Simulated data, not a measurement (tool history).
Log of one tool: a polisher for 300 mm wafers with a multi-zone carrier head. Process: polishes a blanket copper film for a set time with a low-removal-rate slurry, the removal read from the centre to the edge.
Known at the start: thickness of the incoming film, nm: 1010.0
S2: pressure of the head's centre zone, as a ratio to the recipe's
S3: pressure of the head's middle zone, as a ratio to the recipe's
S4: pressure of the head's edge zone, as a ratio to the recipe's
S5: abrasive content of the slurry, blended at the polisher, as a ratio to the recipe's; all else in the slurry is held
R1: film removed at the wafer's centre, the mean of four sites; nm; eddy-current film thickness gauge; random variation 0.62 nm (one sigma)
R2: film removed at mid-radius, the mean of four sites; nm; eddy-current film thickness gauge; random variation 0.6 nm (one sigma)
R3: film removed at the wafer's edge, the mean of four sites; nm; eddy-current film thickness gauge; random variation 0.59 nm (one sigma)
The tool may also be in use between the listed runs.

run 1 hour=0 | flow_of_slurry_(ml/min)=185 S2=1 S3=1 S4=1 S5=1 polishing_time_(s)=40 | R1=91.854 R2=92.212 R3=93.608
run 2 hour=6 | flow_of_slurry_(ml/min)=180 S2=1 S3=0.98 S4=0.98 S5=0.9 polishing_time_(s)=39 | R1=86.68 R2=85.365 R3=89.2
run 3 hour=7.6 | flow_of_slurry_(ml/min)=180 S2=1 S3=1.06 S4=0.98 S5=0.9 polishing_time_(s)=39 | R1=84.644 R2=92.674 R3=88.26
run 4 hour=13.2 | flow_of_slurry_(ml/min)=150 S2=1 S3=1.06 S4=0.98 S5=0.9 polishing_time_(s)=39 | R1=81.586 R2=88.02 R3=85.668
-- hour=18.3 slurry nozzle cleaned
run 5 hour=18.3 | flow_of_slurry_(ml/min)=150 S2=1.01 S3=1.04 S4=0.96 S5=0.85 polishing_time_(s)=38 | R1=86.861 R2=89.154 R3=86.618
run 6 hour=20.8 | flow_of_slurry_(ml/min)=150 S2=1.01 S3=1.03 S4=0.96 S5=0.85 polishing_time_(s)=36 | R1=81.111 R2=83.55 R3=79.647
run 7 hour=27 | flow_of_slurry_(ml/min)=145 S2=1 S3=1.01 S4=0.96 S5=0.8 polishing_time_(s)=35 | R1=77.958 R2=80.096 R3=76.075
run 8 hour=33.9 | flow_of_slurry_(ml/min)=140 S2=0.99 S3=0.98 S4=0.97 S5=0.75 polishing_time_(s)=35 | R1=75.541 R2=74.344 R3=77.147

The next listed run, before its measurement:
run 9 hour=37.5 | flow_of_slurry_(ml/min)=140 S2=0.99 S3=0.97 S4=0.96 S5=0.7 polishing_time_(s)=35 | R1=? R2=? R3=?

Run 9 gave R1 73.845 nm, R2 74.17 nm, R3 74.434 nm.

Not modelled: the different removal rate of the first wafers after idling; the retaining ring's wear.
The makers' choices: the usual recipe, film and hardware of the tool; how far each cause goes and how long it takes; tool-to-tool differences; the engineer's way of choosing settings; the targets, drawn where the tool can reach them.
